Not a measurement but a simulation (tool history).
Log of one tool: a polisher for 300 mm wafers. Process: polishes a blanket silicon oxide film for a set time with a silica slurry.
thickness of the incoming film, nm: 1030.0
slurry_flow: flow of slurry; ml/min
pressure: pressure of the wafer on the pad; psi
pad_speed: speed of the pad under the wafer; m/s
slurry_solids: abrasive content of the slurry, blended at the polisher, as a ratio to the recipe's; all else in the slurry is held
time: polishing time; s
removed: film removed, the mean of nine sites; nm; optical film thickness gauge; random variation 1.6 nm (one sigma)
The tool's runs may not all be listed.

run,hour,slurry_flow,pressure,pad_speed,slurry_solids,time,removed
1,0.0,190,4.9,1.40,1.0,86,313.36
2,6.3,185,4.4,1.40,1.0,86,294.65
3,9.5,185,3.8,1.40,1.0,86,264.18
4,15.2,185,3.8,1.40,1.2,86,275.70
5,17.9,165,3.8,1.40,1.2,86,273.56
6,23.4,165,3.4,1.40,1.2,86,251.11
7,26.0,160,3.2,1.40,1.2,86,239.19
8,34.5,155,3.0,1.40,1.2,86,230.13

Run 9 comes next. What will it give?
9,43.4,150,2.9,1.40,1.2,86,?

{"run 9": {"removed": 221.75}}

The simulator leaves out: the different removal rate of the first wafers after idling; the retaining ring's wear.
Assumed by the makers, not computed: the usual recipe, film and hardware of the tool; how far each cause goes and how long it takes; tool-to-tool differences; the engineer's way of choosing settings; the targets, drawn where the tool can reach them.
